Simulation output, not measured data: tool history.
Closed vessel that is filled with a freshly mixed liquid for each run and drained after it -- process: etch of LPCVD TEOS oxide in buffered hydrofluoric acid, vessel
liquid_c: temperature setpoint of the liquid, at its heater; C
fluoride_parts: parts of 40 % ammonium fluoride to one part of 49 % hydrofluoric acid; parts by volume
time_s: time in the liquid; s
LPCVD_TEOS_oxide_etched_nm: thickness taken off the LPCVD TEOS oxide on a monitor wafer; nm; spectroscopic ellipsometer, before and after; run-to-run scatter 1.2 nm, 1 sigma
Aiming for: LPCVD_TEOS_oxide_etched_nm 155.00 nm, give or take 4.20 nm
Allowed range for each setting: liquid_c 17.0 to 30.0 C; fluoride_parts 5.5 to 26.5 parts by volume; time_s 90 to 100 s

| run | hour | liquid_c | fluoride_parts | time_s | LPCVD_TEOS_oxide_etched_nm |
|---|---|---|---|---|---|
| 1 | 0.0 | 22.0 | 16.0 | 90 | 270.18 |
| 2 | 9.3 | 22.0 | 16.0 | 90 | 267.52 |
| 3 | 18.3 | 21.0 | 17.0 | 90 | 239.25 |
| 4 | 22.4 | 22.5 | 17.0 | 90 | 262.49 |
| 5 | 23.3 | 21.5 | 17.5 | 90 | 242.03 |
| 6 | 32.3 | 21.5 | 17.5 | 100 | 267.51 |
| 7 | 37.3 | 17.5 | 22.5 | 100 | 174.80 |
| 8 | 38.8 | 17.5 | 23.0 | 100 | 168.73 |
| 9 | 41.5 | 17.0 | 24.0 | 100 | 159.80 |

4 next moves are on the table. One of them brings every result within its allowed miss. Which?
| A | 44.2 | 17.0 | 23.0 | 100 | ? |
| B | 44.2 | 17.0 | 23.0 | 95 | ? |
| C | 44.2 | 18.0 | 20.5 | 90 | ? |
| D | 44.2 | 18.0 | 23.5 | 95 | ? |

| move | LPCVD_TEOS_oxide_etched_nm |
|---|---|
| A | 165.64 |
| B | 157.36 |
| C | 170.90 |
| D | 164.15 |
A: moves away from the targets compared with the last run
B: meets every target
C: moves away from the targets compared with the last run
D: moves away from the targets compared with the last run
So the answer is move B, the one that meets all the targets.

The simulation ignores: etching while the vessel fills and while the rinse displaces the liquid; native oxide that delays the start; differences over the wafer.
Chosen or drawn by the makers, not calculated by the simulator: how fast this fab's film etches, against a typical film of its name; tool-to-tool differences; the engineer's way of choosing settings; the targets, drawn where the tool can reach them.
